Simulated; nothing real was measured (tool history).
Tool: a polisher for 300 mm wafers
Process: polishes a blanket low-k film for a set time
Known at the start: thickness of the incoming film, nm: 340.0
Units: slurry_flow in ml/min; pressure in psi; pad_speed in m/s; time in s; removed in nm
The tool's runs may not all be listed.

run  hour  slurry_flow  pressure  pad_speed  slurry_solids  time  removed
  1     0          205       1.2       0.94              1    94   25.017
  2   2.1          205       1.2       0.94              1    94   25.305
  3   7.8          200       1.1       0.94              1    94    22.99
  4  13.8          200       1.1       0.94            0.9    94   21.427
  5  17.6          195         1       0.94            0.9    94   19.401
  6  19.7          190         1       0.94            0.9    94   19.387
  7  24.7          185         1       0.94            0.9    94   19.124

The next listed run, before its measurement:
  8  28.8          175         1       0.94            0.9    94        ?

Run 8 gave removed 19.136 nm.
